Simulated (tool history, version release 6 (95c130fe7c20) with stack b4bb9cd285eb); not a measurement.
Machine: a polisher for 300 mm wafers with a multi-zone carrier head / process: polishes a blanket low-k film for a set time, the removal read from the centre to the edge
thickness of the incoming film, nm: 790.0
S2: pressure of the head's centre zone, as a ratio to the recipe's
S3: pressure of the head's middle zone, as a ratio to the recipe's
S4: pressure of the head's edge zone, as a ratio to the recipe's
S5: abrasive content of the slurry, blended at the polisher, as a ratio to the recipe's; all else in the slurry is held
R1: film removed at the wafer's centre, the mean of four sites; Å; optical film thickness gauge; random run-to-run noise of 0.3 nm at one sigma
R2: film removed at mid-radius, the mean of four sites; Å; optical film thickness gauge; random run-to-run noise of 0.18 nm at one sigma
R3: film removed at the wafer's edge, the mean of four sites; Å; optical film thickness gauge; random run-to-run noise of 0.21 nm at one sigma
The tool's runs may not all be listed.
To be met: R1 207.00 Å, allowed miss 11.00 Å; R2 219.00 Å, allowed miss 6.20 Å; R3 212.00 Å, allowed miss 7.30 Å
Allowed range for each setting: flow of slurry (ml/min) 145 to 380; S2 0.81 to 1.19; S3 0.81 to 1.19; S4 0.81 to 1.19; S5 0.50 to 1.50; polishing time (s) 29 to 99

{"run": 1, "hour": 0.0, "flow of slurry (ml/min)": 245, "S2": 1.0, "S3": 1.0, "S4": 1.0, "S5": 1.0, "polishing time (s)": 64, "R1": 266.8, "R2": 261.87, "R3": 272.49}
{"run": 2, "hour": 5.6, "flow of slurry (ml/min)": 245, "S2": 0.99, "S3": 1.0, "S4": 0.97, "S5": 0.95, "polishing time (s)": 64, "R1": 257.94, "R2": 255.33, "R3": 262.69}
{"run": 3, "hour": 6.9, "flow of slurry (ml/min)": 245, "S2": 0.99, "S3": 1.0, "S4": 0.97, "S5": 0.95, "polishing time (s)": 58, "R1": 229.22, "R2": 234.13, "R3": 237.52}
{"run": 4, "hour": 11.7, "flow of slurry (ml/min)": 245, "S2": 0.99, "S3": 1.0, "S4": 1.04, "S5": 0.95, "polishing time (s)": 58, "R1": 233.98, "R2": 236.18, "R3": 243.09}
{"run": 5, "hour": 19.3, "flow of slurry (ml/min)": 245, "S2": 0.99, "S3": 1.01, "S4": 1.02, "S5": 0.9, "polishing time (s)": 58, "R1": 227.03, "R2": 230.14, "R3": 234.64}
{"run": 6, "hour": 23.8, "flow of slurry (ml/min)": 245, "S2": 0.93, "S3": 1.01, "S4": 1.02, "S5": 0.9, "polishing time (s)": 58, "R1": 214.13, "R2": 234.52, "R3": 233.59}
{"run": 7, "hour": 30.2, "flow of slurry (ml/min)": 245, "S2": 0.94, "S3": 1.01, "S4": 1.0, "S5": 0.9, "polishing time (s)": 58, "R1": 211.73, "R2": 228.92, "R3": 238.02}
{"run": 8, "hour": 38.9, "flow of slurry (ml/min)": 245, "S2": 0.95, "S3": 1.02, "S4": 0.99, "S5": 0.85, "polishing time (s)": 58, "R1": 211.09, "R2": 224.18, "R3": 224.24}
{"run": 9, "hour": 40.8, "flow of slurry (ml/min)": 240, "S2": 0.95, "S3": 1.02, "S4": 0.98, "S5": 0.85, "polishing time (s)": 58, "R1": 210.39, "R2": 225.61, "R3": 223.79}
{"run": 10, "hour": 44.5, "flow of slurry (ml/min)": 235, "S2": 0.95, "S3": 1.02, "S4": 0.97, "S5": 0.85, "polishing time (s)": 58, "R1": 214.07, "R2": 222.52, "R3": 224.08}

Below are 5 possible settings for the next run. Only one of them brings all results inside the allowed miss of their targets. Which is it?
{"run": "A", "hour": 48.2, "flow of slurry (ml/min)": 280, "S2": 0.92, "S3": 1.01, "S4": 1.06, "S5": 0.85, "polishing time (s)": 53, "R1": "?", "R2": "?", "R3": "?"}
{"run": "B", "hour": 48.2, "flow of slurry (ml/min)": 245, "S2": 1.05, "S3": 1.19, "S4": 0.93, "S5": 0.75, "polishing time (s)": 55, "R1": "?", "R2": "?", "R3": "?"}
{"run": "C", "hour": 48.2, "flow of slurry (ml/min)": 195, "S2": 0.99, "S3": 0.98, "S4": 0.97, "S5": 0.8, "polishing time (s)": 59, "R1": "?", "R2": "?", "R3": "?"}
{"run": "D", "hour": 48.2, "flow of slurry (ml/min)": 345, "S2": 0.95, "S3": 1.0, "S4": 0.91, "S5": 0.9, "polishing time (s)": 54, "R1": "?", "R2": "?", "R3": "?"}
{"run": "E", "hour": 48.2, "flow of slurry (ml/min)": 265, "S2": 0.9, "S3": 0.91, "S4": 0.97, "S5": 1.0, "polishing time (s)": 55, "R1": "?", "R2": "?", "R3": "?"}

move=A R1=196.38 R2=210.37 R3=216.33
move=B R1=213.87 R2=230.70 R3=195.29
move=C R1=216.69 R2=211.19 R3=216.93
move=D R1=217.61 R2=223.38 R3=216.14
move=E R1=215.05 R2=216.14 R3=234.04
A: the furthest-off result lands on target, but another misses its tolerance
B: the result that was furthest off in the last run now lies on the other side of its target
C: the furthest-off result lands on target, but another misses its tolerance
D: in spec on every target
E: moves away from the targets compared with the last run
Go with D: it meets all targets.

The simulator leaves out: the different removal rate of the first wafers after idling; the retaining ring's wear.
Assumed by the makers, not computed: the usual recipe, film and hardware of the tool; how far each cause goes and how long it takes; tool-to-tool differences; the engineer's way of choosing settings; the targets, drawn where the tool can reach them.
